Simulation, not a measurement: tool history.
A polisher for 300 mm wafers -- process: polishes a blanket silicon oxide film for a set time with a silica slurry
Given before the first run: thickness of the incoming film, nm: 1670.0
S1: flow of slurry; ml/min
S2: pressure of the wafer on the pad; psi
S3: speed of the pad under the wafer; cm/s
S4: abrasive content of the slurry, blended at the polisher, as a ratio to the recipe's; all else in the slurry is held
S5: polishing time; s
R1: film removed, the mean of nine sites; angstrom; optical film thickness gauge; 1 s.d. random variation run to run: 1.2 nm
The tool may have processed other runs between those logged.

run,hour,S1,S2,S3,S4,S5,R1
1,0,195,4.3,150,1,54,2419
2,7,190,4.1,150,1,54,2310.3
3,12.8,190,3.9,150,1,54,2204.7
4,18.1,185,3.7,150,1,54,2112.7
5,22.8,215,3.7,150,1,54,2101.5
6,25.5,215,3.6,150,1,54,2090.2
7,27.9,190,2.8,148,1,54,1610.3
8,36.2,195,2.8,148,1,54,1595.9

Run 9 comes next. What will it give?
9,38.1,200,2.9,148,1,54,?

R1: 1647.5 angstrom
